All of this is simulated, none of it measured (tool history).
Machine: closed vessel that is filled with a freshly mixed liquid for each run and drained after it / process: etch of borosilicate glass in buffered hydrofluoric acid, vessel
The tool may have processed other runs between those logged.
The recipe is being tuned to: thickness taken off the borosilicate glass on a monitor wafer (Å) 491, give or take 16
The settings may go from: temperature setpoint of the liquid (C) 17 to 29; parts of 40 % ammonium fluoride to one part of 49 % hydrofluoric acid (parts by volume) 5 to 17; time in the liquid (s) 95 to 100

run	hour	temperature setpoint of the liquid (C)	parts of 40 % ammonium fluoride to one part of 49 % hydrofluoric acid (parts by volume)	time in the liquid (s)	thickness taken off the borosilicate glass on a monitor wafer (Å)
1	0	21	10.5	95	962.7
2	4.6	20	12	95	803.69
3	12	20	13	95	734.67
4	20.7	19.5	13.5	95	692.93
# hour 29: thermometer replaced
5	29	19	14	95	584.14
6	33	18.5	14	95	566.96
7	34.5	18	14	95	559.65
8	41.5	17.5	14.5	95	523.96
9	50.2	17	14.5	95	511.22

Next run, 4 choices. One meets every target within its allowed miss, the rest don't. Which?
A	58.9	17.5	16.5	95	?
B	58.9	17	14.5	100	?
C	58.9	17	14	95	?
D	58.9	17	15	95	?

move	thickness taken off the borosilicate glass on a monitor wafer (Å)
A	461.09
B	536.64
C	527.89
D	492.93
A: the result that was furthest off in the last run now lies on the other side of its target
B: lands further from the targets than the last run did
C: lands further from the targets than the last run did
D: all results land within tolerance of their targets
Move D is the one to make.

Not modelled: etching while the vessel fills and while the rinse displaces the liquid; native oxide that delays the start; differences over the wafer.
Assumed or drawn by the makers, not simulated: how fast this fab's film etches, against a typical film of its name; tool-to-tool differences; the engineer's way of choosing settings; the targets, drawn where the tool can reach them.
